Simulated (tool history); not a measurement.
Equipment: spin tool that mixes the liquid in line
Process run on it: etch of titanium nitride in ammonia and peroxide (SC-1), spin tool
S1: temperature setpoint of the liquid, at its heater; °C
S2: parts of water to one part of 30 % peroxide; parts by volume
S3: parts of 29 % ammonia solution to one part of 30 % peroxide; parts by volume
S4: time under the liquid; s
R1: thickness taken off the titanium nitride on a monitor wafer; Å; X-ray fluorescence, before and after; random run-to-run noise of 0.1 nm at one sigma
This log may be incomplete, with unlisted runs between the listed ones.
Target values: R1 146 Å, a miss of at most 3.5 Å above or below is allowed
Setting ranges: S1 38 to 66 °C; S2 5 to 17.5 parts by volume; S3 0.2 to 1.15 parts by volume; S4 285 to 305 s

run  hour    S1   S2    S3   S4      R1
  1     0    50  9.5  0.65  285  291.74
  2   5.6    47  9.5  0.65  285  238.89
  3  13.5    47   11  0.65  285  219.79
  4  16.1    47   11  0.65  305  232.86
  5    18    47   11   0.8  305  244.19
  6  25.9    47  7.5   0.8  305  297.37
  7  28.9    44    8   0.8  305  230.05
  8  29.7    42    8   0.8  305  197.07
  9  33.3    42    8   0.8  305  198.17
 10  39.8  40.5    8   0.8  305  179.51
 11  44.5  39.5    8   0.8  305     166

Exercise: of the 4 proposed moves below, exactly one satisfies all targets within the stated allowed misses. Which move is it?
  A  49.2  40.5  11.5   0.8  285   ?
  B  49.2  38.5     9   0.8  305   ?
  C  49.2    38     9   0.8  300   ?
  D  49.2    39   9.5  0.85  285   ?

move      R1
   A  139.79
   B  146.06
   C  138.38
   D   139.2
A: carries the result that was furthest off beyond its target, to the other side
B: all results in spec
C: carries the result that was furthest off beyond its target, to the other side
D: carries the result that was furthest off beyond its target, to the other side
B meets every target.

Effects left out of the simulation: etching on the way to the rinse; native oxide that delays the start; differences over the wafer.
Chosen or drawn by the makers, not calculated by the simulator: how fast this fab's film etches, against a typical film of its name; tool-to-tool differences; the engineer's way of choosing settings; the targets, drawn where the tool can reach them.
